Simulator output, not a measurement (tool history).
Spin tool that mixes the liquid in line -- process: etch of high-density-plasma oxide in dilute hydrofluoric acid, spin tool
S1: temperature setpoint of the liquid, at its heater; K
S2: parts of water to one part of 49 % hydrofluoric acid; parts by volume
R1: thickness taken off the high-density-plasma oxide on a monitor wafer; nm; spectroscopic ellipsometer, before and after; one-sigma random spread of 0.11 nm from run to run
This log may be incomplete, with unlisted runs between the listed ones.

Run 1, hour 0.0: S1 297.15 K, S2 300 parts by volume, time under the liquid (s) 250. Result: R1 7.7916 nm.
Run 2, hour 2.4: S1 294.65 K, S2 300 parts by volume, time under the liquid (s) 250. Result: R1 7.1158 nm.
Run 3, hour 4.7: S1 294.65 K, S2 385 parts by volume, time under the liquid (s) 250. Result: R1 5.1349 nm.
Run 4, hour 13.1: S1 296.65 K, S2 385 parts by volume, time under the liquid (s) 250. Result: R1 5.5098 nm.
Run 5, hour 14.9: S1 296.65 K, S2 460 parts by volume, time under the liquid (s) 250. Result: R1 4.3452 nm.
Run 6, hour 19.4: S1 300.15 K, S2 460 parts by volume, time under the liquid (s) 250. Result: R1 4.8148 nm.
Run 7, hour 28.1: S1 301.65 K, S2 355 parts by volume, time under the liquid (s) 250. Result: R1 7.1514 nm.
Run 8, hour 29.8: S1 305.15 K, S2 235 parts by volume, time under the liquid (s) 250. Result: R1 13.9120 nm.

Forecast run 9:
Run 9, hour 36.1: S1 305.15 K, S2 210 parts by volume, time under the liquid (s) 250. Result: R1 ?.

Logged for run 9: R1 16.1030 nm.
